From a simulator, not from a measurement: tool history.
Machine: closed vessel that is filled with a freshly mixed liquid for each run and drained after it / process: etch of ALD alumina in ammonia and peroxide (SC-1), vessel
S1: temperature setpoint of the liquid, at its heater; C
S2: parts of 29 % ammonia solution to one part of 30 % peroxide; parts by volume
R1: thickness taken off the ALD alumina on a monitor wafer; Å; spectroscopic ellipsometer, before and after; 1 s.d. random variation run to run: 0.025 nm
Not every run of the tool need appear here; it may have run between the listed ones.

Run 1, hour 0: S1 53 C, S2 0.55 parts by volume, time in the liquid (s) 115. Result: R1 66.771 Å.
Run 2, hour 4.3: S1 57.5 C, S2 0.55 parts by volume, time in the liquid (s) 115. Result: R1 84.803 Å.
Run 3, hour 11.5: S1 55.5 C, S2 0.55 parts by volume, time in the liquid (s) 115. Result: R1 75.002 Å.
Run 4, hour 16.9: S1 54 C, S2 0.55 parts by volume, time in the liquid (s) 115. Result: R1 69.122 Å.
At hour 19.9: ammonia flow meter replaced.
Run 5, hour 19.9: S1 54 C, S2 0.55 parts by volume, time in the liquid (s) 80. Result: R1 48.274 Å.
Run 6, hour 21.2: S1 53.5 C, S2 0.55 parts by volume, time in the liquid (s) 80. Result: R1 47.726 Å.
Run 7, hour 29.8: S1 53 C, S2 0.55 parts by volume, time in the liquid (s) 80. Result: R1 47.247 Å.
Run 8, hour 36.4: S1 45 C, S2 0.55 parts by volume, time in the liquid (s) 80. Result: R1 30.083 Å.

Expected results for the next run?
Run 9, hour 40.5: S1 45.5 C, S2 0.55 parts by volume, time in the liquid (s) 80. Result: R1 ?.

Run 9 produced R1 30.573 Å.
